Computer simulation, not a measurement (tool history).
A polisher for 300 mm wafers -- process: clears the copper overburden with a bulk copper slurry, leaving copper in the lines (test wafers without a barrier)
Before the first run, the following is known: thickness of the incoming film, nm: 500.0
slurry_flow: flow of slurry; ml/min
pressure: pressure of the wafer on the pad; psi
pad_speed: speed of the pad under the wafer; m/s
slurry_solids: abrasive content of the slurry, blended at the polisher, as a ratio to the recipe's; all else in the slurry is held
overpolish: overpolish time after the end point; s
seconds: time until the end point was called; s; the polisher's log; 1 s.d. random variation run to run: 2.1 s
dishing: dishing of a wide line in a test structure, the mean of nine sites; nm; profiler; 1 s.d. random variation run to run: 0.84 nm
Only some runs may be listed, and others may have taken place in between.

Run 1, hour 0: slurry_flow 315 ml/min, pressure 2 psi, pad_speed 1.08 m/s, slurry_solids 1, overpolish 28 s. Result: seconds 68.917 s, dishing 84.139 nm.
Run 2, hour 1.3: slurry_flow 315 ml/min, pressure 1.7 psi, pad_speed 1.08 m/s, slurry_solids 1, overpolish 28 s. Result: seconds 77.93 s, dishing 74.776 nm.
Run 3, hour 5.1: slurry_flow 315 ml/min, pressure 1.7 psi, pad_speed 1.24 m/s, slurry_solids 1, overpolish 28 s. Result: seconds 69.924 s, dishing 81.683 nm.
Run 4, hour 10.6: slurry_flow 315 ml/min, pressure 1.6 psi, pad_speed 1.22 m/s, slurry_solids 1, overpolish 30 s. Result: seconds 77.668 s, dishing 77.579 nm.
Run 5, hour 17.3: slurry_flow 315 ml/min, pressure 1.6 psi, pad_speed 1.36 m/s, slurry_solids 1, overpolish 30 s. Result: seconds 71.194 s, dishing 81.384 nm.
Run 6, hour 20.5: slurry_flow 315 ml/min, pressure 1.5 psi, pad_speed 1.34 m/s, slurry_solids 1, overpolish 32 s. Result: seconds 76.934 s, dishing 79.266 nm.
Run 7, hour 26.4: slurry_flow 315 ml/min, pressure 1.4 psi, pad_speed 1.32 m/s, slurry_solids 1, overpolish 34 s. Result: seconds 79.938 s, dishing 78.306 nm.
Run 8, hour 35.4: slurry_flow 315 ml/min, pressure 1.3 psi, pad_speed 1.3 m/s, slurry_solids 1, overpolish 36 s. Result: seconds 89.018 s, dishing 74.482 nm.
Run 9, hour 43.4: slurry_flow 315 ml/min, pressure 1.3 psi, pad_speed 1.3 m/s, slurry_solids 1, overpolish 37 s. Result: seconds 89.42 s, dishing 75.128 nm.
Run 10, hour 45: slurry_flow 315 ml/min, pressure 1.3 psi, pad_speed 1.3 m/s, slurry_solids 1, overpolish 38 s. Result: seconds 88.559 s, dishing 78.572 nm.

Expected results for the next run?
Run 11, hour 51.6: slurry_flow 315 ml/min, pressure 1.2 psi, pad_speed 1.3 m/s, slurry_solids 1, overpolish 39 s. Result: seconds ?, dishing ?.

{"run 11": {"seconds": 96.321, "dishing": 73.197}}

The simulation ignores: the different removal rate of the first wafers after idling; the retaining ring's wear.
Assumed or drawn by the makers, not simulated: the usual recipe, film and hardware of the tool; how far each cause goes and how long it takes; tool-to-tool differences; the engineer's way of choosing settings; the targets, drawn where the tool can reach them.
